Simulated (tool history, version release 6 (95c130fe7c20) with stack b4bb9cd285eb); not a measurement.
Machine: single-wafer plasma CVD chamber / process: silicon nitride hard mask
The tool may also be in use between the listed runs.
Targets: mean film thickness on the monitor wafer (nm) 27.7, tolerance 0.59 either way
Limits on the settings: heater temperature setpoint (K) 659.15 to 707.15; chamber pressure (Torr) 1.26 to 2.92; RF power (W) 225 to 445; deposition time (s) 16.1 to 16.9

run  hour  heater temperature setpoint (K)  chamber pressure (Torr)  RF power (W)  deposition time (s)  mean film thickness on the monitor wafer (nm)
  1     0                           683.15                     2.09           335                 16.9                                         22.346
  2   5.7                           683.15                      2.3           360                 16.9                                         24.307
  3  13.1                           689.15                      2.3           360                 16.9                                         24.387
  4  17.2                           689.15                      2.3           320                 16.9                                         21.835
  5  18.8                           689.15                      2.3           300                 16.9                                          20.53
  6  25.1                           689.15                      2.3           280                 16.9                                         19.012
  7  32.7                           688.15                     2.72           335                 16.9                                         23.747
  8    40                           688.15                     2.77           350                 16.9                                         24.951
  9  43.9                           688.15                     2.81           360                 16.9                                         25.286
 10  52.2                           688.15                     2.84           370                 16.9                                         26.216
 11  59.5                           688.15                     2.86           375                 16.9                                         26.579
 12    63                           688.15                     2.88           380                 16.9                                         26.995

Below are 5 possible settings for the next run. Only one of them brings all results inside the allowed miss of their targets. Which is it?
  A  66.5                           690.15                     2.92           420                 16.9                                              ?
  B  66.5                           693.15                     2.89           400                 16.1                                              ?
  C  66.5                           688.15                      2.8           425                 16.9                                              ?
  D  66.5                           689.15                     2.92           415                 16.9                                              ?
  E  66.5                           687.15                     2.88           390                 16.9                                              ?

move  mean film thickness on the monitor wafer (nm)
   A                                         29.121
   B                                         26.605
   C                                          29.13
   D                                         28.865
   E                                          27.43
A: moves the result that the last run missed by most past its target, out the other side
B: its largest miss is bigger than the last run's
C: moves the result that the last run missed by most past its target, out the other side
D: moves the result that the last run missed by most past its target, out the other side
E: all results in spec
Correct choice: E, which meets every target

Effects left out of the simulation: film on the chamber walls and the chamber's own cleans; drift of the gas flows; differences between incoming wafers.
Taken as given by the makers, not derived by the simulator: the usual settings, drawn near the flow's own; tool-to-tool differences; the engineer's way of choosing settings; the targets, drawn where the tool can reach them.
